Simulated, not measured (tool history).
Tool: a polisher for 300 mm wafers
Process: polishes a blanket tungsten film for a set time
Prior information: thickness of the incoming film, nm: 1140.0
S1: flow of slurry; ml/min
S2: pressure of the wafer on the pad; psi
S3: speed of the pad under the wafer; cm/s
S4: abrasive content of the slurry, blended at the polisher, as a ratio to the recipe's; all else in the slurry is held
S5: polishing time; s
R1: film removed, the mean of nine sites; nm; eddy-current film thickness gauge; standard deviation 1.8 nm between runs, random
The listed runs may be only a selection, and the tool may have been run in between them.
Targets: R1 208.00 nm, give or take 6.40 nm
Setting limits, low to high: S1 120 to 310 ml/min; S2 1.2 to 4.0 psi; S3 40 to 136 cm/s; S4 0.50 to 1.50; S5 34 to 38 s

run	hour	S1	S2	S3	S4	S5	R1
1	0.0	200	2.6	88	1.00	38	121.40
2	2.5	200	2.6	88	0.85	38	116.90
3	9.4	200	2.8	88	0.85	38	123.74
4	12.2	250	2.8	88	0.85	38	127.22
5	16.9	250	2.8	100	0.85	38	143.86
6	22.4	250	2.8	88	0.85	38	125.33
7	25.4	250	3.0	90	0.85	38	135.67
8	29.1	250	3.1	92	0.85	38	143.63
9	34.6	250	3.2	94	0.85	38	152.41
10	41.3	260	3.9	96	0.85	38	179.41
11	45.2	260	3.9	98	0.85	38	186.16
12	50.2	260	3.9	100	0.85	38	189.77
13	58.8	260	4.0	104	0.85	38	199.57

4 next moves are on the table. One of them brings every result within its allowed miss. Which?
A	67.4	290	4.0	108	0.95	34	?
B	67.4	245	4.0	106	0.85	35	?
C	67.4	250	3.8	116	0.80	38	?
D	67.4	305	4.0	100	0.70	38	?

move	R1
A	196.06
B	189.35
C	212.38
D	189.41
A: lands further from the targets than the last run did
B: lands further from the targets than the last run did
C: every result within its allowed miss
D: lands further from the targets than the last run did
Move C is the one to make.
